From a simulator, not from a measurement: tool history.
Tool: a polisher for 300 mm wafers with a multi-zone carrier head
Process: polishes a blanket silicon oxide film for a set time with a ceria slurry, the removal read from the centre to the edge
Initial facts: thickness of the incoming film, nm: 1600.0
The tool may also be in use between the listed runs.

| run | hour | flow of slurry (ml/min) | pressure of the head's centre zone | pressure of the head's middle zone | pressure of the head's edge zone | polishing time (s) | film removed at the wafer's centre (angstrom) | film removed at mid-radius (angstrom) | film removed at the wafer's edge (angstrom) |
|---|---|---|---|---|---|---|---|---|---|
| 1 | 0 | 195 | 1 | 1 | 1 | 34 | 2047.8 | 2143.9 | 2082 |
| 2 | 3.4 | 195 | 1 | 0.92 | 1 | 34 | 2073.7 | 2007.3 | 2120.4 |
| 3 | 9 | 205 | 1 | 0.92 | 1.02 | 34 | 2078 | 2032.5 | 2129.4 |
| 4 | 10.9 | 210 | 1 | 0.91 | 1.04 | 34 | 2114.5 | 2019 | 2172.6 |
| 5 | 13.3 | 215 | 0.99 | 0.91 | 1.06 | 34 | 2099.5 | 1974 | 2234.8 |
| 6 | 20.6 | 220 | 0.99 | 0.92 | 1.07 | 34 | 2086 | 2020.1 | 2192.2 |

The next listed run, before its measurement:
| 7 | 21.7 | 240 | 0.95 | 0.87 | 1.17 | 37 | ? | ? | ? |

film removed at the wafer's centre (angstrom): 2213.8
film removed at mid-radius (angstrom): 2124.4
film removed at the wafer's edge (angstrom): 2549.6
